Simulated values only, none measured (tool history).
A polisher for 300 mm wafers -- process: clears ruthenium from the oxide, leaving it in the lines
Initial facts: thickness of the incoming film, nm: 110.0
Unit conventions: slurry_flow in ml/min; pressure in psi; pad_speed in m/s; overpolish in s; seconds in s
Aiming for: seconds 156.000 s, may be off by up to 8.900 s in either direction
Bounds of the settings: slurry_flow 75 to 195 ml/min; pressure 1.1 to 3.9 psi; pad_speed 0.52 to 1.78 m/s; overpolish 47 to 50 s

run    day  slurry_flow  pressure  pad_speed  overpolish  seconds
  1  0.000          125       2.5       1.14          47   88.615
  2  0.042          125       2.2       1.12          47   99.503
  3  0.175          125       2.6       1.12          47   85.904
  4  0.417          125       2.3       1.10          47   95.136
  5  0.521          145       2.3       1.10          47   96.872
  6  0.617          145       2.3       1.26          47   88.893
  7  0.650          135       1.6       1.12          47  134.770
  8  0.788          135       1.5       1.12          47  141.930

Which single option among these 5 for the next run brings every result within its allowed miss of target? Just one does.
  A  0.925          150       1.4       1.06          47        ?
  B  0.925          135       1.6       1.24          50        ?
  C  0.925          105       1.4       0.90          50        ?
  D  0.925          180       2.2       0.60          47        ?
  E  0.925          195       1.4       1.32          47        ?

move  seconds
   A  154.760
   B  126.610
   C  183.860
   D  130.320
   E  129.830
A: in spec on every target
B: further off than the last run
C: moves the result that the last run missed by most past its target, out the other side
D: further off than the last run
E: further off than the last run
Answer: A
